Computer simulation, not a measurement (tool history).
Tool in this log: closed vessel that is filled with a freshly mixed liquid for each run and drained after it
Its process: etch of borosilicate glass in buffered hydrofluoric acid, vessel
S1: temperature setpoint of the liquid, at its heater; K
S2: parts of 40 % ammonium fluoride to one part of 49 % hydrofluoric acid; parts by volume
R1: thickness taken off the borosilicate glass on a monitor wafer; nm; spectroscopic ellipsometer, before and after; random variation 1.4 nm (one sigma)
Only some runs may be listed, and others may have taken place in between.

run 1 hour=0.0 | S1=295.15 S2=10.5 time_in_the_liquid_(s)=95 | R1=88.405
run 2 hour=4.9 | S1=295.15 S2=9.5 time_in_the_liquid_(s)=95 | R1=96.897
run 3 hour=11.7 | S1=296.65 S2=8.5 time_in_the_liquid_(s)=95 | R1=114.730
run 4 hour=17.8 | S1=298.15 S2=8.0 time_in_the_liquid_(s)=95 | R1=131.600
-- hour=26.3 hydrofluoric acid flow meter replaced
run 5 hour=26.3 | S1=299.15 S2=7.5 time_in_the_liquid_(s)=95 | R1=164.100
run 6 hour=32.0 | S1=299.65 S2=7.5 time_in_the_liquid_(s)=95 | R1=168.820
run 7 hour=37.5 | S1=300.15 S2=7.5 time_in_the_liquid_(s)=95 | R1=175.290

Run 8 comes next. What will it give?
run 8 hour=45.6 | S1=300.65 S2=7.5 time_in_the_liquid_(s)=95 | R1=?

{"run 8": {"R1": 177.54}}
